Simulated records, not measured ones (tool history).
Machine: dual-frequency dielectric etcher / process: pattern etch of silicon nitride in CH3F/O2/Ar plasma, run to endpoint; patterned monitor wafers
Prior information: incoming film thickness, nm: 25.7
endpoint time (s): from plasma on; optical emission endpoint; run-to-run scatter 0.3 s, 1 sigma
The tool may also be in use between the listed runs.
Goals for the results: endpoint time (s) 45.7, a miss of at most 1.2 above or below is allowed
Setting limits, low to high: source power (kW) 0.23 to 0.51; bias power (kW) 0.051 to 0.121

| run | hour | source power (kW) | bias power (kW) | endpoint time (s) |
|---|---|---|---|---|
| 1 | 0 | 0.37 | 0.086 | 35.936 |
| 2 | 8.3 | 0.37 | 0.074 | 38.059 |
| 3 | 12.1 | 0.37 | 0.09 | 35.13 |
| 4 | 16.8 | 0.34 | 0.083 | 37.658 |
| 5 | 18.4 | 0.31 | 0.078 | 40.401 |
| 6 | 21.6 | 0.27 | 0.078 | 43.345 |
| 7 | 29.6 | 0.26 | 0.078 | 43.618 |
| 8 | 33.4 | 0.26 | 0.078 | 44.333 |

Of the 4 settings listed for the next run, only one would bring every result within its allowed miss of target. Which one?
| A | 37.2 | 0.23 | 0.072 | ? |
| B | 37.2 | 0.25 | 0.083 | ? |
| C | 37.2 | 0.25 | 0.073 | ? |
| D | 37.2 | 0.29 | 0.076 | ? |

| move | endpoint time (s) |
|---|---|
| A | 48.331 |
| B | 44.162 |
| C | 46.135 |
| D | 42.355 |
A: the result that was furthest off in the last run now lies on the other side of its target
B: its largest miss is bigger than the last run's
C: all results land within tolerance of their targets
D: its largest miss is bigger than the last run's
Move C is the one to make.
